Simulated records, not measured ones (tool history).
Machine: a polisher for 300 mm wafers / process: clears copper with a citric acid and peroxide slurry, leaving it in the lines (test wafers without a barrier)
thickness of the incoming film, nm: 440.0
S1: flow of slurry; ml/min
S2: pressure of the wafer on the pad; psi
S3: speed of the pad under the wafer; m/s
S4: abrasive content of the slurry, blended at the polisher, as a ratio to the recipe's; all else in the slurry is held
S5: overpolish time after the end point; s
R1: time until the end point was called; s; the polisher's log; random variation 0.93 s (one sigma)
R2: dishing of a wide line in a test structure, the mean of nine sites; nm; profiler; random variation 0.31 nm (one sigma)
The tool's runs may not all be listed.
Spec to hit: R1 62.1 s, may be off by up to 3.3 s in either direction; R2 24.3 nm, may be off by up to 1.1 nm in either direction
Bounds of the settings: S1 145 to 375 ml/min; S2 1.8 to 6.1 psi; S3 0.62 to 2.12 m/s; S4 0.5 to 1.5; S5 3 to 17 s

run    day   S1   S2    S3    S4  S5      R1      R2
  1      0  240  3.9  1.36     1   9  112.91  16.607
  2  0.162  240  4.2  1.38     1   9  108.63  17.661
  3  0.296  240  4.2  1.38   1.2   9  103.46  17.461
  4  0.512  240  4.2  1.38   1.3   9  99.429   17.53
  5  0.592  240  4.2  1.38   1.2   9   101.5  17.858
  6  0.833  240  4.2  1.16   1.2   9   118.9  16.689
  7  1.071  240  4.5   1.2   1.2   9  108.69  16.911
  8  1.296  240  4.7  1.26   1.2   9  103.77  17.625
  9   1.55  250  5.8  1.64  1.25   9  66.576  21.334
 10  1.733  250  5.8  1.64  1.25   9  64.794  21.273
 11  1.867  250  5.9  1.66  1.25  10  63.169   22.23
 12  1.975  250  5.9  1.66  1.25  11   62.88  22.957

Which single option among these 4 for the next run brings every result within its allowed miss of target? Just one does.
  A  2.083  280    6  1.76  1.25   8   ?   ?
  B  2.083  260  5.8  1.68  1.15   9   ?   ?
  C  2.083  235  5.6  1.82   1.2  10   ?   ?
  D  2.083  330  5.5  1.76  1.25  13   ?   ?

move      R1      R2
   A  58.808  21.566
   B  64.743  21.707
   C  61.758  22.678
   D  62.519  23.922
A: its largest miss is bigger than the last run's
B: its largest miss is bigger than the last run's
C: its largest miss is bigger than the last run's
D: all results in spec
Answer: D

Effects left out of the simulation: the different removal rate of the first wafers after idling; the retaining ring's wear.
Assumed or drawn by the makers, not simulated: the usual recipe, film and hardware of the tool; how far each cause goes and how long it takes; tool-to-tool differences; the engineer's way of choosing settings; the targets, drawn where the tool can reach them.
